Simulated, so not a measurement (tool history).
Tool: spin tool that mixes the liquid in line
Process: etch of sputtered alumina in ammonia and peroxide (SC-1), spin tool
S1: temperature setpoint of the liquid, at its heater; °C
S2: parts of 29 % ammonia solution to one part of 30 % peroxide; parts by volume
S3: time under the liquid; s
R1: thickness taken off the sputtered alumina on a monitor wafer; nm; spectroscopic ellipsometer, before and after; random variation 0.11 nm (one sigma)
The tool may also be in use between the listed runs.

run	hour	S1	S2	S3	R1
1	0.0	49.0	0.65	310	11.806
2	3.1	49.0	0.65	310	11.829
3	6.2	46.5	0.65	310	10.170
4	7.9	50.0	0.65	310	12.584
5	9.8	50.0	0.65	310	12.500
6	14.5	52.5	0.65	310	14.398

Run 7 comes next. What will it give?
7	23.2	54.5	0.65	310	?

R1: 15.908 nm
